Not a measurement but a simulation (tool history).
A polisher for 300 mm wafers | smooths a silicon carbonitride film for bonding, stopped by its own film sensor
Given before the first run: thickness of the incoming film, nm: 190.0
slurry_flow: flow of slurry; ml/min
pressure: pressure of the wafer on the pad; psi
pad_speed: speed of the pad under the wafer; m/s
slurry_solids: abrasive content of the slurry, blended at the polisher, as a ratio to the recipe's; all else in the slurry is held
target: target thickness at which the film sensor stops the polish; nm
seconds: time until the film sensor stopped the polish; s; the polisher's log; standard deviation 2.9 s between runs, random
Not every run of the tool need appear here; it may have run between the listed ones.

run	hour	slurry_flow	pressure	pad_speed	slurry_solids	target	seconds
1	0.0	125	1.9	0.88	1.0	147	182.66
2	5.3	125	1.9	0.88	1.1	147	174.86
3	13.0	125	1.9	0.88	1.2	147	165.18
4	18.5	120	1.6	0.86	1.2	147	194.98
5	23.7	115	1.4	0.82	1.2	147	225.95
6	30.4	115	1.4	0.82	1.4	147	209.58

Run 7 comes next. What will it give?
7	32.8	95	0.9	0.68	1.4	147	?

{"run 7": {"seconds": 349.76}}

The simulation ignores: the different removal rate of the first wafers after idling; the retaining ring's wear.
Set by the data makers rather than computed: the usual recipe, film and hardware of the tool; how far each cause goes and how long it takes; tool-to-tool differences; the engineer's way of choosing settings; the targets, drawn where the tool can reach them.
